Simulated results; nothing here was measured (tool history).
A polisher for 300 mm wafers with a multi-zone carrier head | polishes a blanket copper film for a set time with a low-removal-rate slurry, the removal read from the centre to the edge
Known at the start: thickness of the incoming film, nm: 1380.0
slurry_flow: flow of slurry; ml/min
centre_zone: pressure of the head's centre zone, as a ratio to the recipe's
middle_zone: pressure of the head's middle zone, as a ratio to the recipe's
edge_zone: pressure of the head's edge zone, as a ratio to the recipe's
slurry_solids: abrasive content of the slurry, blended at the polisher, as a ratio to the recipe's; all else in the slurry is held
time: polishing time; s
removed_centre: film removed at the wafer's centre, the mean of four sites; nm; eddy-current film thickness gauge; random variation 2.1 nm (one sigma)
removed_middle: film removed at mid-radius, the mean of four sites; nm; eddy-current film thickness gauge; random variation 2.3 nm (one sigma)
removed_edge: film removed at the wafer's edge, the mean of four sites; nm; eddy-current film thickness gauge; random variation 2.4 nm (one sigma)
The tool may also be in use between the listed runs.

run,hour,slurry_flow,centre_zone,middle_zone,edge_zone,slurry_solids,time,removed_centre,removed_middle,removed_edge
1,0,225,1,1,1,1,68,253.33,267.2,257.63
2,4.3,215,0.94,0.95,1.02,0.85,62,208.05,217.28,237.99
3,10.3,215,0.94,0.95,0.94,0.85,62,204.85,221.99,222.86
4,13.7,210,0.9,0.92,0.92,0.75,59,180.49,203.03,204.69
5,20.7,250,0.9,0.92,0.92,0.75,59,190.35,204.43,213.58
6,23.8,250,0.9,0.92,0.92,0.9,59,195.78,212.12,215.34
7,26.6,240,0.87,0.89,0.92,0.8,57,174,195.26,204.04
8,31.8,235,0.86,0.87,0.92,0.75,55,167.22,182.98,190.29

Run 9 comes next. What will it give?
9,38.1,220,0.84,0.86,0.96,0.65,55,?,?,?

removed_centre: 157.48 nm
removed_middle: 170.83 nm
removed_edge: 190.4 nm
